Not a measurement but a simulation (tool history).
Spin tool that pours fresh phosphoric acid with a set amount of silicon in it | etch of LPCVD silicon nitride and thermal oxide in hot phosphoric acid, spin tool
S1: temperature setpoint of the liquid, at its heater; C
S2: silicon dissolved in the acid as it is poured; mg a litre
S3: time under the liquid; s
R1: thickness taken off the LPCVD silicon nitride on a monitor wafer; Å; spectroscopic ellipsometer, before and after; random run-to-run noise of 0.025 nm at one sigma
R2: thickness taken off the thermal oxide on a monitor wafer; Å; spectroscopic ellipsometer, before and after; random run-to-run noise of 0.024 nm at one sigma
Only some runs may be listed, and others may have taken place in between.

run	hour	S1	S2	S3	R1	R2
1	0	162	10	145	118.29	3.6103
2	3.1	161	8	125	99.23	3.059
3	5.3	161	8	185	146.63	4.9462
4	11.7	159	8	185	137.2	4.1801
5	19.1	158.5	5.5	155	112.74	3.2888
6	25.1	158.5	3.5	155	113.14	3.5964

Estimate the outcome of run 7 from the log above:
7	27.7	158.5	2.5	130	?	?

Run 7 measured R1 94.527 Å, R2 3.5214 Å.

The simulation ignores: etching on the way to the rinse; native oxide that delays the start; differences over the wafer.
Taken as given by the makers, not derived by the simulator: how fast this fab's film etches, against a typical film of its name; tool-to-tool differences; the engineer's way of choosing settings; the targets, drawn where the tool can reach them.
